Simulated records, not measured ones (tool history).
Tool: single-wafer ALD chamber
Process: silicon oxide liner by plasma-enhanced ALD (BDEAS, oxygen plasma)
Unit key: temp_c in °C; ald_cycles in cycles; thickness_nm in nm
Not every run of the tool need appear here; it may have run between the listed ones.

Run 1, hour 0: temp_c 315 °C, ald_cycles 36 cycles. Result: thickness_nm 2.8436 nm.
Run 2, hour 2.3: temp_c 314 °C, ald_cycles 36 cycles. Result: thickness_nm 2.8607 nm.
Run 3, hour 9.8: temp_c 314 °C, ald_cycles 41 cycles. Result: thickness_nm 3.2474 nm.
Run 4, hour 17.2: temp_c 315 °C, ald_cycles 41 cycles. Result: thickness_nm 3.2688 nm.
Run 5, hour 21.8: temp_c 315 °C, ald_cycles 37 cycles. Result: thickness_nm 2.9361 nm.
Run 6, hour 24.5: temp_c 309 °C, ald_cycles 37 cycles. Result: thickness_nm 2.9749 nm.

Expected results for the next run?
Run 7, hour 32.1: temp_c 307 °C, ald_cycles 37 cycles. Result: thickness_nm ?.

thickness_nm: 2.9802 nm
